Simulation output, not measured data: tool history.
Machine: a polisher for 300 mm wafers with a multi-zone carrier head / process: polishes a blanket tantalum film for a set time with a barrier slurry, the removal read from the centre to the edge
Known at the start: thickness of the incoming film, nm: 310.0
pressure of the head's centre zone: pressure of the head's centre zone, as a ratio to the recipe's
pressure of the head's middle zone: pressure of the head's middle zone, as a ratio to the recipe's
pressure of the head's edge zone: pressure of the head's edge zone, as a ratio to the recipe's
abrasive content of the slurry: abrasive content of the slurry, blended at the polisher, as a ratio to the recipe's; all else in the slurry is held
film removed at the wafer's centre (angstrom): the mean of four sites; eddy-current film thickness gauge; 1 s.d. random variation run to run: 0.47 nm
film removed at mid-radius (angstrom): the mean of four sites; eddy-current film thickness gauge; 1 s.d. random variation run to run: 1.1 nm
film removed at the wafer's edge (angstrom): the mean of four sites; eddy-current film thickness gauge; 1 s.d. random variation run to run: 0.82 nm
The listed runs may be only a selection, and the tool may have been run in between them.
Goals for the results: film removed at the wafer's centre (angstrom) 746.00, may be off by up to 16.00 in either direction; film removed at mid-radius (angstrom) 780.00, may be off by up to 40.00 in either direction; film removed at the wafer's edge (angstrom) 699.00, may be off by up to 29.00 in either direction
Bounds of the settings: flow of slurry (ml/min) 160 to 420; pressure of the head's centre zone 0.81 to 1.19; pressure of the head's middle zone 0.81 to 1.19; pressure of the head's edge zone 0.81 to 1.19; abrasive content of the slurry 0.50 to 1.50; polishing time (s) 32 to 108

run	hour	flow of slurry (ml/min)	pressure of the head's centre zone	pressure of the head's middle zone	pressure of the head's edge zone	abrasive content of the slurry	polishing time (s)	film removed at the wafer's centre (angstrom)	film removed at mid-radius (angstrom)	film removed at the wafer's edge (angstrom)
1	0.0	270	1.00	1.00	1.00	1.00	70	600.84	628.53	610.71
2	8.5	285	1.03	1.04	1.03	1.05	70	617.70	637.43	636.42
3	17.0	285	1.03	1.04	1.03	1.05	81	721.20	757.23	736.96
4	23.5	285	1.04	1.05	1.01	1.05	81	723.54	742.97	726.70
5	28.0	285	0.99	1.05	1.01	1.05	81	698.60	768.48	707.45
6	33.1	295	1.00	1.06	0.99	1.05	81	699.00	758.40	705.74
7	38.2	290	1.01	1.07	0.97	1.10	81	725.86	774.44	706.45
8	42.1	290	1.01	1.08	0.96	1.10	81	712.04	793.77	693.33
9	50.4	295	1.02	1.08	0.96	1.10	81	717.98	788.68	695.94
10	51.8	295	1.03	1.08	0.96	1.10	81	721.05	775.52	708.08

Which one of the following 4 next-run settings gets every result inside its allowed miss? There is exactly one.
A	53.2	300	1.07	1.09	0.96	1.20	79	?	?	?
B	53.2	300	1.04	1.11	0.97	1.15	78	?	?	?
C	53.2	265	0.91	1.19	0.83	1.15	87	?	?	?
D	53.2	305	1.00	1.08	0.96	1.15	80	?	?	?

move	film removed at the wafer's centre (angstrom)	film removed at mid-radius (angstrom)	film removed at the wafer's edge (angstrom)
A	738.87	775.74	697.56
B	705.97	771.11	686.45
C	693.15	900.87	706.24
D	700.62	774.89	701.61
A: meets every target
B: misses by more than the last run did
C: misses by more than the last run did
D: misses by more than the last run did
So the answer is move A, the one that meets all the targets.
